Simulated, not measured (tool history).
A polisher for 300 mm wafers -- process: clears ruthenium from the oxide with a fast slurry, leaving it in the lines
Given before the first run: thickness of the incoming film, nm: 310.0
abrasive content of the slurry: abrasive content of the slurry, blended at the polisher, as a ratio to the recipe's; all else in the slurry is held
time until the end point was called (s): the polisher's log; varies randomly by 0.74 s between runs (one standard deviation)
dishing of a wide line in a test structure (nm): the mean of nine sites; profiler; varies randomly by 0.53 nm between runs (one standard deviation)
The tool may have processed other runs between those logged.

run  hour  flow of slurry (ml/min)  pressure of the wafer on the pad (psi)  speed of the pad under the wafer (cm/s)  abrasive content of the slurry  overpolish time after the end point (s)  time until the end point was called (s)  dishing of a wide line in a test structure (nm)
  1     0                      195                                     2.7                                      128                               1                                       10                                     52.8                                           37.588
  2   1.3                      195                                     2.7                                      128                               1                                       12                                   54.567                                           43.056
  3   5.7                      235                                     2.7                                      128                               1                                       12                                   53.142                                           43.264
  4  14.5                      235                                     2.4                                      128                               1                                       11                                    58.14                                           37.851
  5  22.6                      205                                     2.4                                      128                               1                                       11                                   59.072                                           38.799
  6  26.9                      205                                     2.2                                      126                               1                                       10                                     63.9                                           33.423

For run 7, what comes out?
  7    33                      205                                     2.1                                      126                               1                                       10                                        ?                                                ?

{"run 7": {"time until the end point was called (s)": 65.768, "dishing of a wide line in a test structure (nm)": 32.508}}
